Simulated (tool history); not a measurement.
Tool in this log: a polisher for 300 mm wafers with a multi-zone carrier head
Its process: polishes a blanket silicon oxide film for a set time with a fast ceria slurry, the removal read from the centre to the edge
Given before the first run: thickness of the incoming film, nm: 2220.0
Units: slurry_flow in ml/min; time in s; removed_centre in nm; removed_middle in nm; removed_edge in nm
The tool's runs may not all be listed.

run 1 hour=0 | slurry_flow=235 centre_zone=1 middle_zone=1 edge_zone=1 time=57 | removed_centre=479.41 removed_middle=478.56 removed_edge=457.71
run 2 hour=6.5 | slurry_flow=235 centre_zone=1.05 middle_zone=1 edge_zone=1 time=57 | removed_centre=511.63 removed_middle=477.09 removed_edge=467.88
run 3 hour=8.1 | slurry_flow=235 centre_zone=1.05 middle_zone=0.92 edge_zone=1 time=57 | removed_centre=511.87 removed_middle=440.14 removed_edge=464.14
run 4 hour=9.4 | slurry_flow=245 centre_zone=1.09 middle_zone=0.96 edge_zone=1.05 time=60 | removed_centre=562.27 removed_middle=485.74 removed_edge=496.14
run 5 hour=17.2 | slurry_flow=235 centre_zone=1.1 middle_zone=0.95 edge_zone=1.07 time=64 | removed_centre=594.56 removed_middle=509.76 removed_edge=532.52
run 6 hour=26.2 | slurry_flow=240 centre_zone=1.11 middle_zone=0.95 edge_zone=1.1 time=67 | removed_centre=633.09 removed_middle=531.94 removed_edge=567.08
run 7 hour=28.4 | slurry_flow=250 centre_zone=1.12 middle_zone=0.96 edge_zone=1.12 time=68 | removed_centre=647.28 removed_middle=559.86 removed_edge=586.23
run 8 hour=33.1 | slurry_flow=265 centre_zone=1.13 middle_zone=0.96 edge_zone=1.14 time=69 | removed_centre=671.24 removed_middle=566.77 removed_edge=596.39

Run 9 has not been measured yet. What should we expect?
run 9 hour=38.4 | slurry_flow=270 centre_zone=1.13 middle_zone=0.96 edge_zone=1.15 time=70 | removed_centre=? removed_middle=? removed_edge=?

{"run 9": {"removed_centre": 679.81, "removed_middle": 571.6, "removed_edge": 617.46}}

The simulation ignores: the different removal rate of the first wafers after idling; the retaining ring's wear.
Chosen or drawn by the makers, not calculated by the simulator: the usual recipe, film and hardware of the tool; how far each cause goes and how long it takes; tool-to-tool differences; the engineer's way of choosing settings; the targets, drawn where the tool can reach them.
